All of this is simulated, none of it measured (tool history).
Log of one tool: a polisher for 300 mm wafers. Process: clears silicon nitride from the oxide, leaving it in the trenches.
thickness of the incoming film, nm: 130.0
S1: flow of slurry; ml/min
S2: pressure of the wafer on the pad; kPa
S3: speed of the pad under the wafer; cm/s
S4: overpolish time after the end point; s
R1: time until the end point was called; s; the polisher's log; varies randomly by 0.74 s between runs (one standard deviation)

{"run": 1, "day": 0.0, "S1": 265, "S2": 23.4, "S3": 114, "S4": 19, "R1": 102.88}
{"run": 2, "day": 0.342, "S1": 265, "S2": 25.5, "S3": 114, "S4": 19, "R1": 98.066}
{"run": 3, "day": 0.567, "S1": 265, "S2": 29.6, "S3": 114, "S4": 19, "R1": 82.527}
{"run": 4, "day": 0.721, "S1": 265, "S2": 31, "S3": 114, "S4": 19, "R1": 80.354}
{"run": 5, "day": 0.817, "S1": 265, "S2": 32.4, "S3": 114, "S4": 19, "R1": 77.424}
{"run": 6, "day": 0.879, "S1": 265, "S2": 32.4, "S3": 114, "S4": 19, "R1": 75.156}
{"run": 7, "day": 0.933, "S1": 265, "S2": 33.1, "S3": 114, "S4": 19, "R1": 74.493}

Run 8 comes next. What will it give?
{"run": 8, "day": 1.029, "S1": 265, "S2": 33.1, "S3": 114, "S4": 19, "R1": "?"}

Run 8 came out at R1 74.615 s.
